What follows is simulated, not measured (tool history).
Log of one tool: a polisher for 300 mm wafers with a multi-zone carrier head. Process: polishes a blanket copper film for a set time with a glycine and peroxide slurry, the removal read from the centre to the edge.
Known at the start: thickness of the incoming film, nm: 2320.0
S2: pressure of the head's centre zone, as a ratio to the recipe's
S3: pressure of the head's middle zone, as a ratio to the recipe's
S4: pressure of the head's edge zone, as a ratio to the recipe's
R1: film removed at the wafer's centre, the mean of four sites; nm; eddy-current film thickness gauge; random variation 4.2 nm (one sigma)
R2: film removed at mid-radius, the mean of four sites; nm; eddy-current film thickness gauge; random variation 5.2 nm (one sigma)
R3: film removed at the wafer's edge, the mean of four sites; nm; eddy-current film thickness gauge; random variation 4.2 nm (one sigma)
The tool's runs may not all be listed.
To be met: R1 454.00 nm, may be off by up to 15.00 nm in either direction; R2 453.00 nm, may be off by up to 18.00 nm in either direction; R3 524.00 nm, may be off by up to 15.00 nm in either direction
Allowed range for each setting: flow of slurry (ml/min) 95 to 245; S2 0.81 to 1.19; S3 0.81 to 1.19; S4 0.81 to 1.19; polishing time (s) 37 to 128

{"run": 1, "hour": 0.0, "flow of slurry (ml/min)": 155, "S2": 1.0, "S3": 1.0, "S4": 1.0, "polishing time (s)": 82, "R1": 444.09, "R2": 439.9, "R3": 433.78}
{"run": 2, "hour": 2.9, "flow of slurry (ml/min)": 160, "S2": 0.99, "S3": 0.99, "S4": 1.02, "polishing time (s)": 83, "R1": 446.91, "R2": 453.31, "R3": 441.4}
{"run": 3, "hour": 3.6, "flow of slurry (ml/min)": 155, "S2": 0.98, "S3": 0.97, "S4": 1.04, "polishing time (s)": 84, "R1": 445.19, "R2": 441.01, "R3": 450.84}
{"run": 4, "hour": 6.0, "flow of slurry (ml/min)": 155, "S2": 0.97, "S3": 0.96, "S4": 1.06, "polishing time (s)": 85, "R1": 449.65, "R2": 450.49, "R3": 466.63}
{"run": 5, "hour": 12.0, "flow of slurry (ml/min)": 130, "S2": 0.97, "S3": 0.96, "S4": 1.06, "polishing time (s)": 85, "R1": 425.83, "R2": 418.22, "R3": 447.34}
{"run": 6, "hour": 19.3, "flow of slurry (ml/min)": 130, "S2": 0.97, "S3": 0.89, "S4": 1.06, "polishing time (s)": 85, "R1": 429.65, "R2": 411.13, "R3": 446.64}
{"run": 7, "hour": 23.4, "flow of slurry (ml/min)": 130, "S2": 0.97, "S3": 0.89, "S4": 1.06, "polishing time (s)": 85, "R1": 424.73, "R2": 402.87, "R3": 440.72}
{"run": 8, "hour": 30.8, "flow of slurry (ml/min)": 135, "S2": 0.96, "S3": 0.89, "S4": 1.08, "polishing time (s)": 85, "R1": 427.28, "R2": 408.54, "R3": 459.67}
{"run": 9, "hour": 37.0, "flow of slurry (ml/min)": 140, "S2": 0.96, "S3": 0.89, "S4": 1.09, "polishing time (s)": 85, "R1": 430.72, "R2": 415.49, "R3": 453.47}
{"run": 10, "hour": 42.5, "flow of slurry (ml/min)": 140, "S2": 0.95, "S3": 0.89, "S4": 1.1, "polishing time (s)": 86, "R1": 433.48, "R2": 412.14, "R3": 461.6}
{"run": 11, "hour": 46.9, "flow of slurry (ml/min)": 185, "S2": 0.88, "S3": 0.93, "S4": 1.19, "polishing time (s)": 90, "R1": 439.85, "R2": 475.44, "R3": 515.15}

Which single option among these 4 for the next run brings every result within its allowed miss of target? Just one does.
{"run": "A", "hour": 51.3, "flow of slurry (ml/min)": 175, "S2": 0.89, "S3": 0.86, "S4": 1.18, "polishing time (s)": 92, "R1": "?", "R2": "?", "R3": "?"}
{"run": "B", "hour": 51.3, "flow of slurry (ml/min)": 180, "S2": 0.92, "S3": 0.81, "S4": 1.19, "polishing time (s)": 98, "R1": "?", "R2": "?", "R3": "?"}
{"run": "C", "hour": 51.3, "flow of slurry (ml/min)": 175, "S2": 0.82, "S3": 0.96, "S4": 1.17, "polishing time (s)": 92, "R1": "?", "R2": "?", "R3": "?"}
{"run": "D", "hour": 51.3, "flow of slurry (ml/min)": 170, "S2": 0.93, "S3": 0.82, "S4": 1.19, "polishing time (s)": 96, "R1": "?", "R2": "?", "R3": "?"}

move=A R1=451.07 R2=441.52 R3=519.89
move=B R1=499.23 R2=449.81 R3=557.78
move=C R1=415.58 R2=483.97 R3=517.59
move=D R1=489.18 R2=440.81 R3=542.53
A: every result within its allowed miss
B: the worst result of the last run now meets its target, but another is out of spec
C: moves away from the targets compared with the last run
D: the worst result of the last run now meets its target, but another is out of spec
Correct choice: A, which meets every target
